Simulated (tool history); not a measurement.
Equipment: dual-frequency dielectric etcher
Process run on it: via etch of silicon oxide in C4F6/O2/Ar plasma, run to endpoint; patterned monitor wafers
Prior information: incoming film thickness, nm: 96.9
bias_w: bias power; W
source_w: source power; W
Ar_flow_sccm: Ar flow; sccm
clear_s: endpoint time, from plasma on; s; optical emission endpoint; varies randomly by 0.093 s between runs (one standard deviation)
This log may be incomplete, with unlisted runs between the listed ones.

Run 1, day 0: bias_w 470 W, source_w 240 W, Ar_flow_sccm 245 sccm. Result: clear_s 24.02 s.
Run 2, day 0.021: bias_w 461 W, source_w 240 W, Ar_flow_sccm 245 sccm. Result: clear_s 24.268 s.
Run 3, day 0.392: bias_w 454 W, source_w 240 W, Ar_flow_sccm 245 sccm. Result: clear_s 24.503 s.
Run 4, day 0.512: bias_w 449 W, source_w 240 W, Ar_flow_sccm 245 sccm. Result: clear_s 24.377 s.
Run 5, day 0.846: bias_w 441 W, source_w 240 W, Ar_flow_sccm 245 sccm. Result: clear_s 24.606 s.
Run 6, day 0.958: bias_w 441 W, source_w 240 W, Ar_flow_sccm 219 sccm. Result: clear_s 24.421 s.
Run 7, day 1.233: bias_w 435 W, source_w 240 W, Ar_flow_sccm 219 sccm. Result: clear_s 24.415 s.

Predict the results of run 8:
Run 8, day 1.525: bias_w 428 W, source_w 240 W, Ar_flow_sccm 219 sccm. Result: clear_s ?.

{"run 8": {"clear_s": 24.524}}

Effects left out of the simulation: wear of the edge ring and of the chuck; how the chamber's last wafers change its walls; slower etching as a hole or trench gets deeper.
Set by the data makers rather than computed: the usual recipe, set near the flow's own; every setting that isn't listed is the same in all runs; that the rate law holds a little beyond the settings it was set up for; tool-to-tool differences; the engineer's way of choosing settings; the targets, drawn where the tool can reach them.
